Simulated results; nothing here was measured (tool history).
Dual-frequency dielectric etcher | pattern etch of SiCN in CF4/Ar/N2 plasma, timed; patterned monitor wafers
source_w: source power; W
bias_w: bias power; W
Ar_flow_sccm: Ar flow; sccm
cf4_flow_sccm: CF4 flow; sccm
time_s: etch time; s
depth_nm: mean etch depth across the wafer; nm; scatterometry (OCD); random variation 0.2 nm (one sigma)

run	hour	source_w	bias_w	Ar_flow_sccm	cf4_flow_sccm	time_s	depth_nm
1	0	450	89	122	72	102	93.802
2	1.7	450	89	122	72	92.5	84.974
3	4.8	450	89	122	72	102	93.554
4	13.3	450	89	122	81	102	96.216
5	16.7	500	89	122	81	102	103.08
6	21.1	500	89	122	75	102	101.23
7	28.9	470	89	122	75	102	96.919

Run 8 has not been measured yet. What should we expect?
8	35.9	450	89	122	75	102	?

{"run 8": {"depth_nm": 94.89}}
